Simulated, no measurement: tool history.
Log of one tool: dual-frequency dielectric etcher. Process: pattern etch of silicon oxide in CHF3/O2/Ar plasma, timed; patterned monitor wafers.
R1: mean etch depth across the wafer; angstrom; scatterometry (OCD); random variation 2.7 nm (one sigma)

run 1 hour=0 | source_power_(kW)=0.5 bias_power_(kW)=0.198 etch_time_(s)=405 | R1=8078
run 2 hour=2.7 | source_power_(kW)=0.55 bias_power_(kW)=0.198 etch_time_(s)=405 | R1=8300.3
run 3 hour=4.8 | source_power_(kW)=0.55 bias_power_(kW)=0.198 etch_time_(s)=405 | R1=8325.7
run 4 hour=11.6 | source_power_(kW)=0.58 bias_power_(kW)=0.204 etch_time_(s)=405.5 | R1=8589.6
run 5 hour=16.8 | source_power_(kW)=0.54 bias_power_(kW)=0.204 etch_time_(s)=405.5 | R1=8394.4
run 6 hour=22.3 | source_power_(kW)=0.57 bias_power_(kW)=0.209 etch_time_(s)=406 | R1=8616.4
run 7 hour=26.7 | source_power_(kW)=0.59 bias_power_(kW)=0.212 etch_time_(s)=406.5 | R1=8794
run 8 hour=34.7 | source_power_(kW)=0.61 bias_power_(kW)=0.214 etch_time_(s)=406.5 | R1=8933.5

The next listed run, before its measurement:
run 9 hour=43 | source_power_(kW)=0.61 bias_power_(kW)=0.214 etch_time_(s)=406.5 | R1=?

Run 9 gave R1 8892.7 angstrom.
